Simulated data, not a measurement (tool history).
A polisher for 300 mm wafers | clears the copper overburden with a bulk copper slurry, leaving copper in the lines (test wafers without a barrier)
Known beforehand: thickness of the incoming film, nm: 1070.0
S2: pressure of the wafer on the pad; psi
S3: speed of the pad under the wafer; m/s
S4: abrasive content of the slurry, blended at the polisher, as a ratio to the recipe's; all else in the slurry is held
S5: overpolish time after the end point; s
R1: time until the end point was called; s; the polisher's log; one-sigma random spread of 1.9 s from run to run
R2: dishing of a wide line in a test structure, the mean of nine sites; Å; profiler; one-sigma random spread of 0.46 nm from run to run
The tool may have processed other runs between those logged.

Run 1, hour 0: flow of slurry (ml/min) 310, S2 2.3 psi, S3 0.96 m/s, S4 1, S5 10 s. Result: R1 183.3 s, R2 377.88 Å.
Run 2, hour 6.6: flow of slurry (ml/min) 310, S2 2.4 psi, S3 0.96 m/s, S4 1, S5 9 s. Result: R1 177.79 s, R2 370.71 Å.
Run 3, hour 9.6: flow of slurry (ml/min) 310, S2 2.5 psi, S3 0.96 m/s, S4 1, S5 8 s. Result: R1 168.33 s, R2 342.58 Å.
Run 4, hour 11.4: flow of slurry (ml/min) 310, S2 2.5 psi, S3 0.96 m/s, S4 1, S5 4 s. Result: R1 168.64 s, R2 193.8 Å.
Run 5, hour 18.5: flow of slurry (ml/min) 340, S2 2.5 psi, S3 0.96 m/s, S4 1, S5 4 s. Result: R1 167.64 s, R2 193.49 Å.
Run 6, hour 23.4: flow of slurry (ml/min) 340, S2 2.2 psi, S3 0.96 m/s, S4 1, S5 4 s. Result: R1 189.07 s, R2 165.84 Å.
Run 7, hour 24.7: flow of slurry (ml/min) 325, S2 2.4 psi, S3 0.94 m/s, S4 1, S5 5 s. Result: R1 179.72 s, R2 219.42 Å.
Run 8, hour 28.6: flow of slurry (ml/min) 320, S2 2.6 psi, S3 0.92 m/s, S4 1, S5 5 s. Result: R1 165.35 s, R2 232.72 Å.

Run 9 comes next. What will it give?
Run 9, hour 29.4: flow of slurry (ml/min) 315, S2 2.7 psi, S3 0.9 m/s, S4 1, S5 6 s. Result: R1 ?, R2 ?.

{"run 9": {"R1": 161.49, "R2": 286.62}}
